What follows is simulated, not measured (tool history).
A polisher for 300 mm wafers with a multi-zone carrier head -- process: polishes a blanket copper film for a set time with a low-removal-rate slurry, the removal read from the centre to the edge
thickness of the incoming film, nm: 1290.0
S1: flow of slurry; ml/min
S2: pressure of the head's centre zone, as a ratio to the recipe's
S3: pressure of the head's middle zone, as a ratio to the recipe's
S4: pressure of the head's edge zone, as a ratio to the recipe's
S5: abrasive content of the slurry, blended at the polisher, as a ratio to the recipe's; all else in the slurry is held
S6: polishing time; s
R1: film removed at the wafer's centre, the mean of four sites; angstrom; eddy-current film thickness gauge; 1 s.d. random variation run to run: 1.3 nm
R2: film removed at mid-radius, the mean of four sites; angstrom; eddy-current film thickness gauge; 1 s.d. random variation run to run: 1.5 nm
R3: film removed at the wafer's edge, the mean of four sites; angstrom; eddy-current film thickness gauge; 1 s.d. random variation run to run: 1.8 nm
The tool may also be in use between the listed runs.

run	hour	S1	S2	S3	S4	S5	S6	R1	R2	R3
1	0	120	1	1	1	1	65	1188.7	1188.1	1147.8
2	4.6	120	1	0.92	1	1	65	1182.7	1125.6	1157.6
3	12.1	130	0.96	0.93	1.05	1.15	67	1231.8	1256.6	1293.9
4	21	130	0.96	0.87	1.05	1.15	67	1215.9	1197	1290.1
5	25	140	0.94	0.88	1.09	1.25	67	1246.7	1246.2	1358.1
6	29.9	145	0.92	0.9	1.12	1.35	67	1269	1311.6	1437.1
7	37.7	150	0.91	0.92	1.14	1.35	67	1281	1329.6	1432.4

What will run 8 give?
8	40.5	150	0.89	0.93	1.15	1.4	68	?	?	?

{"run 8": {"R1": 1249.4, "R2": 1384.6, "R3": 1472.3}}
